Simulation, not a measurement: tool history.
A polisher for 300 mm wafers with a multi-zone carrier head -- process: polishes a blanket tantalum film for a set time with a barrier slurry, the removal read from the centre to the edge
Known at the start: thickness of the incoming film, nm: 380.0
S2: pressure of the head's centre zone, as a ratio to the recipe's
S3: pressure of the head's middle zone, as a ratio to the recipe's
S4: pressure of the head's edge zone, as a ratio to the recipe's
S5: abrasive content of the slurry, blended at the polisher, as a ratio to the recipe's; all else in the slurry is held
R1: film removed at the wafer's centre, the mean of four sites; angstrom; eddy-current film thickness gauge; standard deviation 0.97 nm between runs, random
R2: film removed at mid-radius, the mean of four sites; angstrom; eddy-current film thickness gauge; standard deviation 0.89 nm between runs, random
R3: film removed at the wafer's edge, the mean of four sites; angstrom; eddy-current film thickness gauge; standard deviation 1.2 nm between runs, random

run 1 hour=0.0 | flow_of_slurry_(ml/min)=260 S2=1.00 S3=1.00 S4=1.00 S5=1.00 polishing_time_(s)=57 | R1=1167.60 R2=1057.30 R3=1090.80
run 2 hour=0.5 | flow_of_slurry_(ml/min)=305 S2=1.00 S3=1.00 S4=1.00 S5=1.00 polishing_time_(s)=57 | R1=1219.70 R2=1092.80 R3=1118.90
run 3 hour=4.7 | flow_of_slurry_(ml/min)=305 S2=1.00 S3=1.00 S4=1.00 S5=1.00 polishing_time_(s)=69 | R1=1442.70 R2=1301.40 R3=1335.60
run 4 hour=6.8 | flow_of_slurry_(ml/min)=300 S2=0.98 S3=0.99 S4=1.00 S5=0.95 polishing_time_(s)=68 | R1=1368.20 R2=1290.00 R3=1303.90
run 5 hour=15.0 | flow_of_slurry_(ml/min)=290 S2=0.97 S3=0.97 S4=1.01 S5=0.90 polishing_time_(s)=66 | R1=1293.60 R2=1193.40 R3=1219.40
run 6 hour=22.0 | flow_of_slurry_(ml/min)=280 S2=0.95 S3=0.95 S4=1.03 S5=0.90 polishing_time_(s)=65 | R1=1238.50 R2=1154.20 R3=1250.50

Run 7 has not been measured yet. What should we expect?
run 7 hour=30.4 | flow_of_slurry_(ml/min)=270 S2=0.85 S3=0.85 S4=0.93 S5=0.65 polishing_time_(s)=53 | R1=? R2=? R3=?

R1: 847.75 angstrom
R2: 785.29 angstrom
R3: 865.68 angstrom
